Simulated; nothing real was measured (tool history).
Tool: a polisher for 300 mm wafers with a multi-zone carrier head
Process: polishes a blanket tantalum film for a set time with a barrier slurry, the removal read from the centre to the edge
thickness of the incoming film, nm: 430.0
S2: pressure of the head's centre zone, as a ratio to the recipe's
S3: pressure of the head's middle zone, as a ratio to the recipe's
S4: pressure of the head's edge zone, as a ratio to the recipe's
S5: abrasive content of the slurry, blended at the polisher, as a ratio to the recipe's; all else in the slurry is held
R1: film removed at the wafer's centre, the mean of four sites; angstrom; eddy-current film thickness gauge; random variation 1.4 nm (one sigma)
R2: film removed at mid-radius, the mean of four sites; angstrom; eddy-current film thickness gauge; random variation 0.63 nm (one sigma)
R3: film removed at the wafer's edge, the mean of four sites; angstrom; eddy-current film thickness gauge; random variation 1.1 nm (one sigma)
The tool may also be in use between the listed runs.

Run 1, hour 0: flow of slurry (ml/min) 210, S2 1, S3 1, S4 1, S5 1, polishing time (s) 58. Result: R1 1132.8 angstrom, R2 1170 angstrom, R3 1146.1 angstrom.
Run 2, hour 7.1: flow of slurry (ml/min) 215, S2 1.01, S3 1.01, S4 0.98, S5 0.95, polishing time (s) 56. Result: R1 1108.4 angstrom, R2 1109.7 angstrom, R3 1088.4 angstrom.
Run 3, hour 10.6: flow of slurry (ml/min) 215, S2 1.01, S3 1.03, S4 0.96, S5 0.9, polishing time (s) 55. Result: R1 1052 angstrom, R2 1106 angstrom, R3 1038.2 angstrom.
Run 4, hour 14.5: flow of slurry (ml/min) 215, S2 1.03, S3 1.04, S4 0.94, S5 0.85, polishing time (s) 54. Result: R1 1056.4 angstrom, R2 1076.9 angstrom, R3 1000 angstrom.
Run 5, hour 19.9: flow of slurry (ml/min) 215, S2 1, S3 1.04, S4 0.94, S5 0.85, polishing time (s) 54. Result: R1 1019.6 angstrom, R2 1089.5 angstrom, R3 999.67 angstrom.
Run 6, hour 24.4: flow of slurry (ml/min) 215, S2 1.01, S3 1.05, S4 0.92, S5 0.8, polishing time (s) 53. Result: R1 1001 angstrom, R2 1049.6 angstrom, R3 945.39 angstrom.
Run 7, hour 26: flow of slurry (ml/min) 215, S2 1.02, S3 1.06, S4 0.9, S5 0.75, polishing time (s) 53. Result: R1 1011.2 angstrom, R2 1054.4 angstrom, R3 930.05 angstrom.
Run 8, hour 32: flow of slurry (ml/min) 215, S2 1.03, S3 1.07, S4 0.89, S5 0.7, polishing time (s) 52. Result: R1 975.43 angstrom, R2 1012.6 angstrom, R3 888.95 angstrom.
Run 9, hour 32.5: flow of slurry (ml/min) 215, S2 1.04, S3 1.08, S4 0.88, S5 0.65, polishing time (s) 52. Result: R1 966.53 angstrom, R2 1004.8 angstrom, R3 881.98 angstrom.
Run 10, hour 40: flow of slurry (ml/min) 215, S2 1.05, S3 1.09, S4 0.87, S5 0.65, polishing time (s) 51. Result: R1 951.67 angstrom, R2 996.42 angstrom, R3 851.03 angstrom.
Run 11, hour 48: flow of slurry (ml/min) 215, S2 1.06, S3 1.1, S4 0.86, S5 0.65, polishing time (s) 51. Result: R1 943.97 angstrom, R2 1004 angstrom, R3 834.57 angstrom.
Run 12, hour 48.7: flow of slurry (ml/min) 210, S2 1.07, S3 1.1, S4 0.85, S5 0.65, polishing time (s) 51. Result: R1 978.13 angstrom, R2 1003.6 angstrom, R3 850.7 angstrom.

Run 13 comes next. What will it give?
Run 13, hour 57.3: flow of slurry (ml/min) 215, S2 1.08, S3 1.11, S4 0.84, S5 0.65, polishing time (s) 50. Result: R1 ?, R2 ?, R3 ?.

{"run 13": {"R1": 957.49, "R2": 995.68, "R3": 832.79}}
